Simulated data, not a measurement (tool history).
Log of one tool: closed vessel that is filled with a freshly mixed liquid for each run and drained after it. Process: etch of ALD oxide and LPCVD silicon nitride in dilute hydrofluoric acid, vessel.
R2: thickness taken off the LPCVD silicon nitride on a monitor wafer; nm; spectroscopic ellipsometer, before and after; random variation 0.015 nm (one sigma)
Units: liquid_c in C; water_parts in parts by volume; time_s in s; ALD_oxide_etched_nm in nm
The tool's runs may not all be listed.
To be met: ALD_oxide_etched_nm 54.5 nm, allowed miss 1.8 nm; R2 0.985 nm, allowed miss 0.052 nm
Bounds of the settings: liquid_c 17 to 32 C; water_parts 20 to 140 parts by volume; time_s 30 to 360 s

run 1 day=0 | liquid_c=24 water_parts=75 time_s=185 | ALD_oxide_etched_nm=63.69 R2=1.3035
run 2 day=0.196 | liquid_c=26.5 water_parts=75 time_s=185 | ALD_oxide_etched_nm=70.532 R2=1.5555
run 3 day=0.304 | liquid_c=25.5 water_parts=75 time_s=185 | ALD_oxide_etched_nm=68.679 R2=1.4498
run 4 day=0.558 | liquid_c=23.5 water_parts=75 time_s=185 | ALD_oxide_etched_nm=62.782 R2=1.2315
run 5 day=0.817 | liquid_c=23.5 water_parts=75 time_s=240 | ALD_oxide_etched_nm=80.684 R2=1.6075
run 6 day=0.933 | liquid_c=23.5 water_parts=75 time_s=190 | ALD_oxide_etched_nm=63.559 R2=1.2847
run 7 day=1.2 | liquid_c=23 water_parts=75 time_s=190 | ALD_oxide_etched_nm=62.809 R2=1.2613
run 8 day=1.567 | liquid_c=22.5 water_parts=75 time_s=190 | ALD_oxide_etched_nm=61.765 R2=1.1933
run 9 day=1.717 | liquid_c=22 water_parts=75 time_s=190 | ALD_oxide_etched_nm=60.476 R2=1.172
run 10 day=1.862 | liquid_c=21.5 water_parts=75 time_s=190 | ALD_oxide_etched_nm=58.777 R2=1.1165
run 11 day=2.217 | liquid_c=21 water_parts=75 time_s=190 | ALD_oxide_etched_nm=56.778 R2=1.1158
run 12 day=2.496 | liquid_c=20.5 water_parts=75 time_s=190 | ALD_oxide_etched_nm=56.864 R2=1.0911
run 13 day=2.675 | liquid_c=18 water_parts=75 time_s=190 | ALD_oxide_etched_nm=51.252 R2=0.89722

Which of these 4 next moves meets every target?
run A day=2.854 | liquid_c=17.5 water_parts=70 time_s=205 | ALD_oxide_etched_nm=? R2=?
run B day=2.854 | liquid_c=20.5 water_parts=50 time_s=120 | ALD_oxide_etched_nm=? R2=?
run C day=2.854 | liquid_c=20.5 water_parts=80 time_s=215 | ALD_oxide_etched_nm=? R2=?
run D day=2.854 | liquid_c=19.5 water_parts=95 time_s=265 | ALD_oxide_etched_nm=? R2=?

move=A ALD_oxide_etched_nm=57.282 R2=0.97233
move=B ALD_oxide_etched_nm=54.581 R2=0.97317
move=C ALD_oxide_etched_nm=58.972 R2=1.1024
move=D ALD_oxide_etched_nm=57.733 R2=1.0729
A: takes the result that was furthest off past its target
B: meets every target
C: takes the result that was furthest off past its target
D: takes the result that was furthest off past its target
The right move is B.

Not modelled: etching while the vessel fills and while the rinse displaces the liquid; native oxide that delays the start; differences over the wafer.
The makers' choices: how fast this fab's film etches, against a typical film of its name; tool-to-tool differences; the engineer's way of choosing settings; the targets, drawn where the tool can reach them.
